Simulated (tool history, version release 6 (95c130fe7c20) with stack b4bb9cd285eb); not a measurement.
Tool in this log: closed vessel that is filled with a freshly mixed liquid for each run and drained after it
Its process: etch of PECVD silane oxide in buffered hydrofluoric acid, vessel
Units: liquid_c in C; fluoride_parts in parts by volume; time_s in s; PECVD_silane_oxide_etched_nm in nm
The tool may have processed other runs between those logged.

run	hour	liquid_c	fluoride_parts	time_s	PECVD_silane_oxide_etched_nm
1	0.0	22.0	7.0	100	407.99
2	4.6	22.5	7.0	100	420.11
3	11.4	22.5	7.0	105	438.42
4	20.5	22.5	5.5	105	545.84
5	29.3	21.5	5.5	105	516.25
6	36.5	24.0	5.5	105	589.13
7	41.1	22.5	5.5	105	545.43
8	42.1	21.5	5.5	105	510.88

Run 9, settings as shown, results not yet in. Your forecast:
9	50.7	21.0	5.5	105	?

{"run 9": {"PECVD_silane_oxide_etched_nm": 496.88}}

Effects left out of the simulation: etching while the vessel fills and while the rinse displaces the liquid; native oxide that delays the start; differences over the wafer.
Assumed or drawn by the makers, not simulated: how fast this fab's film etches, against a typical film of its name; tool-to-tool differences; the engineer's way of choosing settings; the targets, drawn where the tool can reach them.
